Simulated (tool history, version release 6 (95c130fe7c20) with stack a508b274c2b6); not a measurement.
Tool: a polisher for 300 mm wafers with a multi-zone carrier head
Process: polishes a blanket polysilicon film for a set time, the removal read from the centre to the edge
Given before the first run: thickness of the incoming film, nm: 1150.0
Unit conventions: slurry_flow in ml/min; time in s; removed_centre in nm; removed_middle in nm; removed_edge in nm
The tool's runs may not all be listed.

run	day	slurry_flow	centre_zone	middle_zone	edge_zone	time	removed_centre	removed_middle	removed_edge
1	0.000	150	1.00	1.00	1.00	36	190.02	191.03	196.10
2	0.358	150	1.00	0.95	1.00	36	187.99	179.80	194.94
3	0.521	150	1.00	0.95	1.05	36	190.07	177.39	197.69
4	0.838	160	1.01	0.98	1.07	40	215.60	201.87	222.71
5	1.179	165	1.02	1.01	1.08	43	237.46	227.85	242.76
6	1.333	170	1.03	1.02	1.10	45	248.71	248.67	253.76

What does the tool deliver on the next run?
7	1.542	175	1.04	1.01	1.11	47	?	?	?

Run 7 gave removed_centre 267.32 nm, removed_middle 251.00 nm, removed_edge 274.72 nm.

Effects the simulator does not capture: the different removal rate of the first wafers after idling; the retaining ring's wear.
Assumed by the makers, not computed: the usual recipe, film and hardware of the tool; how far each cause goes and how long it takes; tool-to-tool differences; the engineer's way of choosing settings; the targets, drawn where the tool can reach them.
